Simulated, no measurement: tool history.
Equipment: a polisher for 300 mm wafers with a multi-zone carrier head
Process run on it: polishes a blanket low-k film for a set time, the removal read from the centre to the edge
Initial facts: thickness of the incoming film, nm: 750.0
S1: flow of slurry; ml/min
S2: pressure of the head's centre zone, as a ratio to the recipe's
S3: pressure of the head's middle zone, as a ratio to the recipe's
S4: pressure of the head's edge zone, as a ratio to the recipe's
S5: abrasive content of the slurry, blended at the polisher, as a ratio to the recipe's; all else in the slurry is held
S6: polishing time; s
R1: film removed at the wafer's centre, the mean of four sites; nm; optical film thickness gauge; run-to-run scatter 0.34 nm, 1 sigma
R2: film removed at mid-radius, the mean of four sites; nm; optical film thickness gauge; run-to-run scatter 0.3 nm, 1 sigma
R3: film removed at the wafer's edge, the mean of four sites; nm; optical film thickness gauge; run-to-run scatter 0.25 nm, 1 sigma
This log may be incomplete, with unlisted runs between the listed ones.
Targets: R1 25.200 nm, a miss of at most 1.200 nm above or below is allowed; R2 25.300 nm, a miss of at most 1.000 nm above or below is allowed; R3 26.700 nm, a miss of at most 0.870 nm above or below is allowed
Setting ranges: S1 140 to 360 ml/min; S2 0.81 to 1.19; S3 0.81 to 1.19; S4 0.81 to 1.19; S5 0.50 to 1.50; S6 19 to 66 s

| run | day | S1 | S2 | S3 | S4 | S5 | S6 | R1 | R2 | R3 |
|---|---|---|---|---|---|---|---|---|---|---|
| 1 | 0.000 | 230 | 1.00 | 1.00 | 1.00 | 1.00 | 42 | 15.863 | 16.113 | 16.383 |
| 2 | 0.246 | 230 | 1.00 | 1.00 | 1.05 | 1.00 | 42 | 16.083 | 16.376 | 16.586 |
| 3 | 0.471 | 230 | 1.00 | 1.00 | 1.05 | 0.90 | 42 | 15.321 | 14.984 | 15.574 |
| 4 | 0.796 | 230 | 1.05 | 1.00 | 1.05 | 0.90 | 42 | 15.858 | 15.115 | 15.772 |
| 5 | 0.958 | 230 | 1.05 | 0.98 | 1.08 | 1.10 | 44 | 18.790 | 17.143 | 18.964 |
| 6 | 1.192 | 235 | 1.04 | 1.01 | 1.10 | 1.25 | 45 | 20.172 | 19.364 | 20.384 |
| 7 | 1.567 | 235 | 1.03 | 1.01 | 1.11 | 1.35 | 47 | 21.351 | 20.929 | 21.872 |
| 8 | 1.896 | 235 | 1.02 | 1.01 | 1.13 | 1.40 | 49 | 22.523 | 22.374 | 23.492 |

4 candidate next runs follow, results not yet known. Just one meets every target within its allowed miss. Identify it.
| A | 2.225 | 230 | 1.01 | 0.81 | 1.19 | 1.35 | 53 | ? | ? | ? |
| B | 2.225 | 305 | 1.02 | 0.91 | 1.10 | 1.30 | 44 | ? | ? | ? |
| C | 2.225 | 245 | 0.99 | 1.01 | 1.07 | 1.50 | 54 | ? | ? | ? |
| D | 2.225 | 240 | 0.95 | 1.07 | 1.08 | 1.50 | 46 | ? | ? | ? |

| move | R1 | R2 | R3 |
|---|---|---|---|
| A | 23.651 | 19.043 | 26.086 |
| B | 20.220 | 17.670 | 20.928 |
| C | 24.898 | 24.521 | 26.354 |
| D | 20.298 | 21.886 | 22.494 |
A: puts the biggest miss on target and leaves a different result outside tolerance
B: its largest miss is bigger than the last run's
C: all results in spec
D: its largest miss is bigger than the last run's
C meets every target.

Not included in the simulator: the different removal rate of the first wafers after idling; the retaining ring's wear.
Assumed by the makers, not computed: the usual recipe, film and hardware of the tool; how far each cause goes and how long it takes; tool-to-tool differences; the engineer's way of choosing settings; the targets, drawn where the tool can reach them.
